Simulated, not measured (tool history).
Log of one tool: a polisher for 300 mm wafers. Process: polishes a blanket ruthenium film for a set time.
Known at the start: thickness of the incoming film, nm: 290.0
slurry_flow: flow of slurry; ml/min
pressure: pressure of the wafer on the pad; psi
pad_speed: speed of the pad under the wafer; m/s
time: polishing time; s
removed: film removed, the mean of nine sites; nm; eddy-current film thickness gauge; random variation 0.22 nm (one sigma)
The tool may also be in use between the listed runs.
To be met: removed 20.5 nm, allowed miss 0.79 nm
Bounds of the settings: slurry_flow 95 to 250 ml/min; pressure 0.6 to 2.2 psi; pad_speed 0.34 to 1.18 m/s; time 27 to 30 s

run 1 day=0 | slurry_flow=160 pressure=1.4 pad_speed=0.76 time=30 | removed=15.28
run 2 day=0.288 | slurry_flow=160 pressure=1.5 pad_speed=0.76 time=30 | removed=16.372
run 3 day=0.454 | slurry_flow=160 pressure=1.5 pad_speed=0.62 time=30 | removed=13.452
run 4 day=0.767 | slurry_flow=160 pressure=1.5 pad_speed=0.62 time=30 | removed=13.624
run 5 day=1 | slurry_flow=160 pressure=1.6 pad_speed=0.62 time=30 | removed=14.405
run 6 day=1.162 | slurry_flow=190 pressure=1.6 pad_speed=0.62 time=30 | removed=14.758
run 7 day=1.25 | slurry_flow=190 pressure=1.7 pad_speed=0.62 time=30 | removed=15.698
run 8 day=1.583 | slurry_flow=190 pressure=1.8 pad_speed=0.62 time=30 | removed=16.407
run 9 day=1.675 | slurry_flow=190 pressure=1.9 pad_speed=0.62 time=30 | removed=17.307
run 10 day=1.912 | slurry_flow=190 pressure=2 pad_speed=0.62 time=30 | removed=18.247
run 11 day=2.021 | slurry_flow=195 pressure=2.1 pad_speed=0.62 time=30 | removed=19.199

4 next moves are on the table. One of them brings every result within its allowed miss. Which?
run A day=2.129 | slurry_flow=190 pressure=2.2 pad_speed=0.7 time=30 | removed=?
run B day=2.129 | slurry_flow=185 pressure=2 pad_speed=0.78 time=30 | removed=?
run C day=2.129 | slurry_flow=175 pressure=1.9 pad_speed=0.84 time=29 | removed=?
run D day=2.129 | slurry_flow=175 pressure=2.2 pad_speed=0.7 time=28 | removed=?

move=A removed=22.313
move=B removed=22.234
move=C removed=21.643
move=D removed=20.596
A: takes the result that was furthest off past its target
B: takes the result that was furthest off past its target
C: takes the result that was furthest off past its target
D: meets every target
Move D is the one to make.

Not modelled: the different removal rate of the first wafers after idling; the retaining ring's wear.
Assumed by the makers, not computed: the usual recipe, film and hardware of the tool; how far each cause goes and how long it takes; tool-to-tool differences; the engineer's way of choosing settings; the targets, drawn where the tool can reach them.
